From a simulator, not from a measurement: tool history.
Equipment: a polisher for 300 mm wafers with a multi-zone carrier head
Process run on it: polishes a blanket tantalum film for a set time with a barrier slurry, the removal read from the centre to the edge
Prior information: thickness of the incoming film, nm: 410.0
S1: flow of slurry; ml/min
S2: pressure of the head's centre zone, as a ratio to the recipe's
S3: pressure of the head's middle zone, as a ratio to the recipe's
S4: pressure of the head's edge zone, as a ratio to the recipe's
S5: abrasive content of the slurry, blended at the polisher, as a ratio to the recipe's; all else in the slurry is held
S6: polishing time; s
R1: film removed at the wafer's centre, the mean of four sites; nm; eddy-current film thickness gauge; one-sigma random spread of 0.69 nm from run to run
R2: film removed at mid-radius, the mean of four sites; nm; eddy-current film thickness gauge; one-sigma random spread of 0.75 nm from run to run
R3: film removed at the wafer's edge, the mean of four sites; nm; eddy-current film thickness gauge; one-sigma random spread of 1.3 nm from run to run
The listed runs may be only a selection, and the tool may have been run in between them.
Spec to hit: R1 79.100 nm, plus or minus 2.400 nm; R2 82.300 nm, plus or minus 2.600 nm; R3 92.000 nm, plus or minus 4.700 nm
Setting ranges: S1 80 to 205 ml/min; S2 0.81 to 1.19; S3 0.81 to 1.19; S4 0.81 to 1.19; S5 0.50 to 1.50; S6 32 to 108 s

| run | hour | S1 | S2 | S3 | S4 | S5 | S6 | R1 | R2 | R3 |
|---|---|---|---|---|---|---|---|---|---|---|
| 1 | 0.0 | 135 | 1.00 | 1.00 | 1.00 | 1.00 | 70 | 66.510 | 66.961 | 67.798 |
| 2 | 5.8 | 135 | 1.00 | 0.92 | 1.00 | 1.00 | 70 | 66.890 | 62.163 | 67.948 |
| 3 | 6.9 | 120 | 1.00 | 0.92 | 1.00 | 1.00 | 70 | 64.383 | 60.834 | 63.520 |
| 4 | 10.9 | 120 | 1.00 | 0.92 | 1.00 | 0.85 | 70 | 62.295 | 56.985 | 62.859 |
| 5 | 18.7 | 145 | 1.00 | 0.97 | 1.06 | 0.90 | 71 | 65.547 | 65.179 | 68.400 |
| 6 | 24.8 | 145 | 1.06 | 0.97 | 1.06 | 0.90 | 71 | 70.982 | 65.298 | 67.941 |
|  | 26.8 | edge zone pressure recalibrated |
| 7 | 26.8 | 165 | 0.96 | 0.97 | 1.16 | 1.15 | 74 | 74.130 | 74.701 | 86.608 |
| 8 | 29.1 | 175 | 0.96 | 0.99 | 1.16 | 1.15 | 74 | 75.942 | 77.025 | 85.584 |
| 9 | 37.2 | 180 | 0.95 | 1.00 | 1.17 | 1.20 | 74 | 74.880 | 78.117 | 87.838 |

Exercise: of the 5 proposed moves below, exactly one satisfies all targets within the stated allowed misses. Which move is it?
| A | 45.3 | 180 | 1.02 | 1.00 | 1.17 | 1.10 | 79 | ? | ? | ? |
| B | 45.3 | 165 | 0.95 | 1.00 | 1.18 | 1.50 | 75 | ? | ? | ? |
| C | 45.3 | 170 | 1.01 | 1.00 | 1.18 | 1.20 | 78 | ? | ? | ? |
| D | 45.3 | 135 | 0.85 | 0.98 | 1.19 | 1.30 | 90 | ? | ? | ? |
| E | 45.3 | 190 | 0.97 | 0.95 | 1.10 | 1.10 | 83 | ? | ? | ? |

| move | R1 | R2 | R3 |
|---|---|---|---|
| A | 84.550 | 81.788 | 92.413 |
| B | 79.196 | 82.486 | 93.931 |
| C | 83.655 | 81.832 | 93.080 |
| D | 78.477 | 90.449 | 106.400 |
| E | 85.245 | 83.052 | 95.006 |
A: takes the biggest miss from the last run beyond its target
B: all results land within tolerance of their targets
C: takes the biggest miss from the last run beyond its target
D: brings the last run's worst result on target, with another outside its allowed miss
E: takes the biggest miss from the last run beyond its target
Move B is the one to make.
